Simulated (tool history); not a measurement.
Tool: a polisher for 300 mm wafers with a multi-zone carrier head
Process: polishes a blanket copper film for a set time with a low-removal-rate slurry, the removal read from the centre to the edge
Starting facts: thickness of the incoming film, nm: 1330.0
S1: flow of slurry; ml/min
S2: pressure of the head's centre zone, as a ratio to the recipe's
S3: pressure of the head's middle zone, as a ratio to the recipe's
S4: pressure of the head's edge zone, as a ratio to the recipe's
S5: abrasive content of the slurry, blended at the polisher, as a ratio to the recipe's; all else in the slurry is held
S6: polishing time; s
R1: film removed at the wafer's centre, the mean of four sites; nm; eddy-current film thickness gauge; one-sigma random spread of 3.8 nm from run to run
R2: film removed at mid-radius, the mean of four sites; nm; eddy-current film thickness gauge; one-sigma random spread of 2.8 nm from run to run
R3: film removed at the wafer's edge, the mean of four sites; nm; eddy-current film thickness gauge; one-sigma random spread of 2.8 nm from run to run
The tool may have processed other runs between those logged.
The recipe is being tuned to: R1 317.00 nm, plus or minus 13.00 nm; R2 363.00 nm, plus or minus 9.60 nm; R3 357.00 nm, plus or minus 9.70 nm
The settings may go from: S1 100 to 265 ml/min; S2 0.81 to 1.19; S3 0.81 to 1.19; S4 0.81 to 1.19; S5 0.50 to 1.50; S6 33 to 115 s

Run 1, hour 0.0: S1 170 ml/min, S2 1.00, S3 1.00, S4 1.00, S5 1.00, S6 73 s. Result: R1 284.70 nm, R2 288.55 nm, R3 290.58 nm.
Run 2, hour 6.8: S1 185 ml/min, S2 0.99, S3 1.03, S4 1.05, S5 1.10, S6 73 s. Result: R1 285.21 nm, R2 305.27 nm, R3 302.56 nm.
Run 3, hour 13.4: S1 195 ml/min, S2 0.99, S3 1.04, S4 1.08, S5 1.20, S6 74 s. Result: R1 308.03 nm, R2 322.84 nm, R3 321.83 nm.
Run 4, hour 19.0: S1 205 ml/min, S2 0.97, S3 1.06, S4 1.11, S5 1.25, S6 74 s. Result: R1 303.73 nm, R2 333.49 nm, R3 330.27 nm.
Run 5, hour 22.6: S1 205 ml/min, S2 0.97, S3 1.06, S4 1.11, S5 1.15, S6 74 s. Result: R1 289.67 nm, R2 326.42 nm, R3 325.87 nm.
Run 6, hour 30.3: S1 215 ml/min, S2 0.98, S3 1.08, S4 1.13, S5 1.20, S6 74 s. Result: R1 304.55 nm, R2 331.77 nm, R3 331.89 nm.
Run 7, hour 38.0: S1 220 ml/min, S2 0.97, S3 1.10, S4 1.15, S5 1.25, S6 74 s. Result: R1 300.28 nm, R2 345.25 nm, R3 337.40 nm.
Run 8, hour 39.4: S1 225 ml/min, S2 0.97, S3 1.10, S4 1.16, S5 1.30, S6 74 s. Result: R1 312.31 nm, R2 348.06 nm, R3 340.40 nm.
Run 9, hour 46.7: S1 230 ml/min, S2 0.96, S3 1.10, S4 1.17, S5 1.30, S6 74 s. Result: R1 309.48 nm, R2 346.20 nm, R3 340.92 nm.

Consider the 5 candidate settings below. Which is the only one whose results all fall within their allowed miss of target?
Run A, hour 54.0: S1 235 ml/min, S2 0.97, S3 1.08, S4 1.18, S5 1.25, S6 75 s. Result: R1 ?, R2 ?, R3 ?.
Run B, hour 54.0: S1 245 ml/min, S2 0.99, S3 1.19, S4 1.13, S5 1.30, S6 71 s. Result: R1 ?, R2 ?, R3 ?.
Run C, hour 54.0: S1 240 ml/min, S2 0.93, S3 1.05, S4 1.08, S5 1.35, S6 79 s. Result: R1 ?, R2 ?, R3 ?.
Run D, hour 54.0: S1 240 ml/min, S2 1.01, S3 1.03, S4 1.19, S5 1.35, S6 73 s. Result: R1 ?, R2 ?, R3 ?.
Run E, hour 54.0: S1 210 ml/min, S2 0.96, S3 1.06, S4 1.19, S5 1.10, S6 79 s. Result: R1 ?, R2 ?, R3 ?.

move      R1      R2      R3
   A  309.44  351.44  349.46
   B  303.37  366.39  326.85
   C  318.17  368.18  358.15
   D  319.46  334.51  347.94
   E  309.17  349.85  356.50
A: an improvement on the last run, though not all results are within tolerance
B: gets the furthest-off result to its target, but another result is out of tolerance
C: every result within its allowed miss
D: its largest miss is bigger than the last run's
E: an improvement on the last run, though not all results are within tolerance
Correct choice: C, which meets every target
